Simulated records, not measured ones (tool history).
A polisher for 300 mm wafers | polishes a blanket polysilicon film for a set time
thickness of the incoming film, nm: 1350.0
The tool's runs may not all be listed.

run	hour	flow of slurry (ml/min)	pressure of the wafer on the pad (psi)	speed of the pad under the wafer (m/s)	polishing time (s)	film removed (angstrom)
1	0.0	255	2.2	1.12	42	3056.0
2	7.6	255	2.1	1.12	42	2943.7
3	9.5	255	2.1	0.86	42	2287.4
4	11.5	255	2.2	0.86	42	2350.0
5	14.9	255	2.3	0.86	42	2484.4
6	23.4	255	1.8	0.86	42	1976.9

Forecast run 7:
# hour 31.5: worn pad replaced by a new one
7	31.5	255	1.9	0.86	42	?

Run 7 gave film removed (angstrom) 2216.0.
